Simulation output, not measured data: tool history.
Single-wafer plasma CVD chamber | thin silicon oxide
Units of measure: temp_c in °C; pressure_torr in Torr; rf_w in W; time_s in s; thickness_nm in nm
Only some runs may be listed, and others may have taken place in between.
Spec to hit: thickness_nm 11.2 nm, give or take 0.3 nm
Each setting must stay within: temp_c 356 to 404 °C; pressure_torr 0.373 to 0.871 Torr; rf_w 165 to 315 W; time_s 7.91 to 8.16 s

{"run": 1, "day": 0.0, "temp_c": 380, "pressure_torr": 0.622, "rf_w": 240, "time_s": 7.91, "thickness_nm": 9.7326}
{"run": 2, "day": 0.188, "temp_c": 380, "pressure_torr": 0.622, "rf_w": 265, "time_s": 7.91, "thickness_nm": 10.121}
{"run": 3, "day": 0.354, "temp_c": 380, "pressure_torr": 0.622, "rf_w": 280, "time_s": 7.91, "thickness_nm": 10.428}
{"run": 4, "day": 0.375, "temp_c": 380, "pressure_torr": 0.622, "rf_w": 250, "time_s": 7.91, "thickness_nm": 9.8054}
{"run": 5, "day": 0.692, "temp_c": 380, "pressure_torr": 0.622, "rf_w": 250, "time_s": 8.16, "thickness_nm": 10.168}
{"run": 6, "day": 0.958, "temp_c": 380, "pressure_torr": 0.622, "rf_w": 250, "time_s": 7.91, "thickness_nm": 9.8912}
{"run": 7, "day": 1.288, "temp_c": 380, "pressure_torr": 0.64, "rf_w": 250, "time_s": 7.91, "thickness_nm": 10.09}
{"run": 8, "day": 1.525, "temp_c": 380, "pressure_torr": 0.658, "rf_w": 250, "time_s": 7.91, "thickness_nm": 10.356}
{"run": 9, "day": 1.717, "temp_c": 380, "pressure_torr": 0.672, "rf_w": 250, "time_s": 7.91, "thickness_nm": 10.615}
{"run": 10, "day": 1.992, "temp_c": 380, "pressure_torr": 0.681, "rf_w": 250, "time_s": 7.91, "thickness_nm": 10.797}
{"run": 11, "day": 2.358, "temp_c": 380, "pressure_torr": 0.687, "rf_w": 250, "time_s": 7.91, "thickness_nm": 10.776}

4 next moves are on the table. One of them brings every result within its allowed miss. Which?
{"run": "A", "day": 2.725, "temp_c": 377, "pressure_torr": 0.673, "rf_w": 220, "time_s": 7.91, "thickness_nm": "?"}
{"run": "B", "day": 2.725, "temp_c": 381, "pressure_torr": 0.649, "rf_w": 255, "time_s": 7.91, "thickness_nm": "?"}
{"run": "C", "day": 2.725, "temp_c": 382, "pressure_torr": 0.703, "rf_w": 205, "time_s": 8.02, "thickness_nm": "?"}
{"run": "D", "day": 2.725, "temp_c": 380, "pressure_torr": 0.658, "rf_w": 270, "time_s": 8.16, "thickness_nm": "?"}

move=A thickness_nm=10.092
move=B thickness_nm=10.357
move=C thickness_nm=10.297
move=D thickness_nm=11.096
A: further off than the last run
B: further off than the last run
C: further off than the last run
D: in spec on every target
Answer: D

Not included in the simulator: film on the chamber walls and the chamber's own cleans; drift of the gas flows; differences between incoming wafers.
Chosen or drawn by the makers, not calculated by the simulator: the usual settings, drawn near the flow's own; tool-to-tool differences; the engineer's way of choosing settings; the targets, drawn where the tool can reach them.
